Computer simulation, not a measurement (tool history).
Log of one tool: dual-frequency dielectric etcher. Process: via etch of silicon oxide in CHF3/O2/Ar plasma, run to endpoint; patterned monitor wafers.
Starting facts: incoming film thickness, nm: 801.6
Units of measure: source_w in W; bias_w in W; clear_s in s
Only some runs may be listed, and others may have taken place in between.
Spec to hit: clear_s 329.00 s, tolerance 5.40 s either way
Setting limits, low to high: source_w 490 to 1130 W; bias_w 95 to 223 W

| run | hour | source_w | bias_w | clear_s |
|---|---|---|---|---|
| 1 | 0.0 | 810 | 159 | 386.23 |
| 2 | 3.2 | 870 | 161 | 367.37 |
| 3 | 7.6 | 760 | 161 | 399.61 |
| 4 | 8.4 | 810 | 162 | 381.00 |
| 5 | 8.9 | 680 | 162 | 428.16 |
| 6 | 11.8 | 680 | 186 | 405.75 |
| 7 | 18.5 | 730 | 187 | 387.13 |
| 8 | 23.4 | 890 | 192 | 340.42 |

Pick the move, out of 5, that brings all results within their allowed miss; only one does.
| A | 28.3 | 860 | 167 | ? |
| B | 28.3 | 870 | 215 | ? |
| C | 28.3 | 870 | 189 | ? |
| D | 28.3 | 1030 | 154 | ? |
| E | 28.3 | 810 | 192 | ? |

| move | clear_s |
|---|---|
| A | 365.11 |
| B | 330.69 |
| C | 346.77 |
| D | 339.90 |
| E | 359.28 |
A: its largest miss is bigger than the last run's
B: every result lands within tolerance
C: its largest miss is bigger than the last run's
D: as far off as the last run
E: its largest miss is bigger than the last run's
Correct choice: B, which meets every target
